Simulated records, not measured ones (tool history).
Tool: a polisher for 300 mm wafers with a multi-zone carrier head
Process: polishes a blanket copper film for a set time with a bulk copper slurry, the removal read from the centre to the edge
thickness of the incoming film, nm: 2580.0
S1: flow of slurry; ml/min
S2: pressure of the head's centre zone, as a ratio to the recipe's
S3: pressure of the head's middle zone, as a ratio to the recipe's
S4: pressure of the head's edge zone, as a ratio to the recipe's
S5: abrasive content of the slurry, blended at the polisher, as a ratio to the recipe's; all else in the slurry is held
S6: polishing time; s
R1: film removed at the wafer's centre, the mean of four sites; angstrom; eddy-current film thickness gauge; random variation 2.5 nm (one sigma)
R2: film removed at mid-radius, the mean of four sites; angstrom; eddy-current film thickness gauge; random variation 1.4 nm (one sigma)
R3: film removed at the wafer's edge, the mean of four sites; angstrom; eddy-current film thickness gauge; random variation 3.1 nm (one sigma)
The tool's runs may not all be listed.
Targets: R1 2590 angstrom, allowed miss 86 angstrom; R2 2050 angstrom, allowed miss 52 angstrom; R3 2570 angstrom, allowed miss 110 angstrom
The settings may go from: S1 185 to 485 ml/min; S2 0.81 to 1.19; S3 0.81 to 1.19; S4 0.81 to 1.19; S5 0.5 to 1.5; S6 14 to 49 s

| run | hour | S1 | S2 | S3 | S4 | S5 | S6 | R1 | R2 | R3 |
|---|---|---|---|---|---|---|---|---|---|---|
| 1 | 0 | 310 | 1 | 1 | 1 | 1 | 31 | 2135.9 | 2051 | 2239.4 |
| 2 | 5.3 | 310 | 1 | 1 | 1.03 | 1 | 31 | 2107.6 | 2059.5 | 2254.6 |
| 3 | 6.7 | 315 | 1.04 | 0.97 | 1.06 | 1.05 | 31 | 2231.2 | 2023.8 | 2264.2 |
| 4 | 15 | 315 | 1.05 | 0.94 | 1.08 | 1.15 | 31 | 2251 | 2010.9 | 2323.6 |
|  | 18.3 | edge zone pressure recalibrated |
| 5 | 18.3 | 315 | 1.05 | 0.89 | 1.08 | 1.15 | 31 | 2280.4 | 1933.8 | 2286.5 |
| 6 | 20.3 | 320 | 1.07 | 0.88 | 1.11 | 1.25 | 31 | 2355.8 | 1956.8 | 2362 |
| 7 | 24.1 | 325 | 1.08 | 0.88 | 1.13 | 1.3 | 31 | 2410.8 | 1944.5 | 2399.6 |
| 8 | 32.3 | 330 | 1.09 | 0.89 | 1.14 | 1.35 | 31 | 2459.9 | 2001.7 | 2448.9 |
| 9 | 37.8 | 335 | 1.1 | 0.89 | 1.15 | 1.35 | 31 | 2468.7 | 2006.3 | 2483.9 |
| 10 | 41.1 | 340 | 1.11 | 0.89 | 1.16 | 1.35 | 31 | 2497.5 | 2003.2 | 2494.9 |

Which of these 5 next moves meets every target?
| A | 44.4 | 375 | 1.1 | 0.83 | 1.14 | 1.2 | 32 | ? | ? | ? |
| B | 44.4 | 290 | 1.09 | 0.98 | 1.06 | 1.45 | 30 | ? | ? | ? |
| C | 44.4 | 395 | 1 | 0.86 | 1.19 | 1.45 | 31 | ? | ? | ? |
| D | 44.4 | 295 | 1.05 | 0.91 | 1.17 | 1.4 | 31 | ? | ? | ? |
| E | 44.4 | 310 | 1.09 | 0.87 | 1.19 | 1.45 | 32 | ? | ? | ? |

| move | R1 | R2 | R3 |
|---|---|---|---|
| A | 2516.9 | 1913.1 | 2534.2 |
| B | 2379 | 2094.3 | 2352.4 |
| C | 2367.4 | 1998.6 | 2615.4 |
| D | 2370.9 | 2022.1 | 2521.4 |
| E | 2555.7 | 2037.2 | 2654.8 |
A: brings the result that was furthest off to its target, and leaves another outside
B: further off than the last run
C: further off than the last run
D: further off than the last run
E: meets every target
Move E is the one to make.
